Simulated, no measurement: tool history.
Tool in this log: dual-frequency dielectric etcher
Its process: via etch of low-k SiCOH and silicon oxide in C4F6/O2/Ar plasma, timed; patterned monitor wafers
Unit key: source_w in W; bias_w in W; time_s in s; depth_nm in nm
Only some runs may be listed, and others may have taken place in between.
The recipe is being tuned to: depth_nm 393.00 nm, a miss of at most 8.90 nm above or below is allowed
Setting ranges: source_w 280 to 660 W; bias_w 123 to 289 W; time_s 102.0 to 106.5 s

Run 1, hour 0.0: source_w 470 W, bias_w 206 W, time_s 102.0 s. Result: depth_nm 334.76 nm.
Run 2, hour 1.8: source_w 520 W, bias_w 212 W, time_s 102.0 s. Result: depth_nm 348.49 nm.
Run 3, hour 7.7: source_w 550 W, bias_w 221 W, time_s 102.5 s. Result: depth_nm 361.40 nm.
Run 4, hour 13.0: source_w 580 W, bias_w 221 W, time_s 102.5 s. Result: depth_nm 369.82 nm.
Run 5, hour 15.0: source_w 600 W, bias_w 225 W, time_s 102.5 s. Result: depth_nm 377.78 nm.
Run 6, hour 19.4: source_w 600 W, bias_w 225 W, time_s 102.0 s. Result: depth_nm 374.29 nm.
Run 7, hour 22.0: source_w 610 W, bias_w 229 W, time_s 102.0 s. Result: depth_nm 384.99 nm.
Run 8, hour 24.7: source_w 620 W, bias_w 230 W, time_s 102.0 s. Result: depth_nm 385.09 nm.

Which of these 4 next moves meets every target?
Run A, hour 27.4: source_w 570 W, bias_w 234 W, time_s 102.5 s. Result: depth_nm ?.
Run B, hour 27.4: source_w 490 W, bias_w 272 W, time_s 105.5 s. Result: depth_nm ?.
Run C, hour 27.4: source_w 650 W, bias_w 205 W, time_s 105.5 s. Result: depth_nm ?.
Run D, hour 27.4: source_w 600 W, bias_w 223 W, time_s 103.0 s. Result: depth_nm ?.

move  depth_nm
   A    371.82
   B    373.05
   C    391.87
   D    377.35
A: further off than the last run
B: further off than the last run
C: every result within its allowed miss
D: further off than the last run
C is the move that brings every result within its allowed miss.

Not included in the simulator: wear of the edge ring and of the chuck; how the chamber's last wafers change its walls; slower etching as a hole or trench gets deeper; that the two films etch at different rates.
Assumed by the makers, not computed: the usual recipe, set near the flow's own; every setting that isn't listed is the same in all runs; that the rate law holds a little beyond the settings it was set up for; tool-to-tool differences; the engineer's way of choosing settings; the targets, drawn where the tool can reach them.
